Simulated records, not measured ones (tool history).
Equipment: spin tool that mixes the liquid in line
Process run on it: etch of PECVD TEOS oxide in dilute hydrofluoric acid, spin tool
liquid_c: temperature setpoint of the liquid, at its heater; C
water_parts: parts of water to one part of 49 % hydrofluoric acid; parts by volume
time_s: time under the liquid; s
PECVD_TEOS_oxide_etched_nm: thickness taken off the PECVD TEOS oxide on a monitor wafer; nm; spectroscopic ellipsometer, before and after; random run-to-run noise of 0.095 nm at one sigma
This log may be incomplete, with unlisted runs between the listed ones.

Run 1, hour 0: liquid_c 23 C, water_parts 45 parts by volume, time_s 20 s. Result: PECVD_TEOS_oxide_etched_nm 11.91 nm.
Run 2, hour 2.3: liquid_c 21.5 C, water_parts 45 parts by volume, time_s 20 s. Result: PECVD_TEOS_oxide_etched_nm 11.299 nm.
Run 3, hour 10.7: liquid_c 21.5 C, water_parts 45 parts by volume, time_s 15 s. Result: PECVD_TEOS_oxide_etched_nm 8.3752 nm.
Run 4, hour 15.7: liquid_c 18 C, water_parts 45 parts by volume, time_s 15 s. Result: PECVD_TEOS_oxide_etched_nm 7.1401 nm.
Run 5, hour 21.3: liquid_c 18 C, water_parts 55 parts by volume, time_s 15 s. Result: PECVD_TEOS_oxide_etched_nm 5.8725 nm.
Run 6, hour 23.4: liquid_c 20.5 C, water_parts 55 parts by volume, time_s 15 s. Result: PECVD_TEOS_oxide_etched_nm 6.5993 nm.
Run 7, hour 30.8: liquid_c 22.5 C, water_parts 55 parts by volume, time_s 15 s. Result: PECVD_TEOS_oxide_etched_nm 7.0661 nm.
Run 8, hour 35.3: liquid_c 22.5 C, water_parts 55 parts by volume, time_s 15 s. Result: PECVD_TEOS_oxide_etched_nm 7.185 nm.
Run 9, hour 40.5: liquid_c 24 C, water_parts 55 parts by volume, time_s 15 s. Result: PECVD_TEOS_oxide_etched_nm 7.4233 nm.
Run 10, hour 41.7: liquid_c 26 C, water_parts 55 parts by volume, time_s 15 s. Result: PECVD_TEOS_oxide_etched_nm 8.301 nm.
Run 11, hour 46.8: liquid_c 26 C, water_parts 55 parts by volume, time_s 15 s. Result: PECVD_TEOS_oxide_etched_nm 8.2556 nm.
Run 12, hour 52.6: liquid_c 27 C, water_parts 55 parts by volume, time_s 15 s. Result: PECVD_TEOS_oxide_etched_nm 8.611 nm.
Run 13, hour 57.9: liquid_c 28 C, water_parts 55 parts by volume, time_s 15 s. Result: PECVD_TEOS_oxide_etched_nm 8.8587 nm.
Run 14, hour 62.4: liquid_c 28.5 C, water_parts 55 parts by volume, time_s 15 s. Result: PECVD_TEOS_oxide_etched_nm 8.9006 nm.

Run 15, settings as shown, results not yet in. Your forecast:
Run 15, hour 68.6: liquid_c 29 C, water_parts 55 parts by volume, time_s 15 s. Result: PECVD_TEOS_oxide_etched_nm ?.

Run 15 measured PECVD_TEOS_oxide_etched_nm 9.259 nm.

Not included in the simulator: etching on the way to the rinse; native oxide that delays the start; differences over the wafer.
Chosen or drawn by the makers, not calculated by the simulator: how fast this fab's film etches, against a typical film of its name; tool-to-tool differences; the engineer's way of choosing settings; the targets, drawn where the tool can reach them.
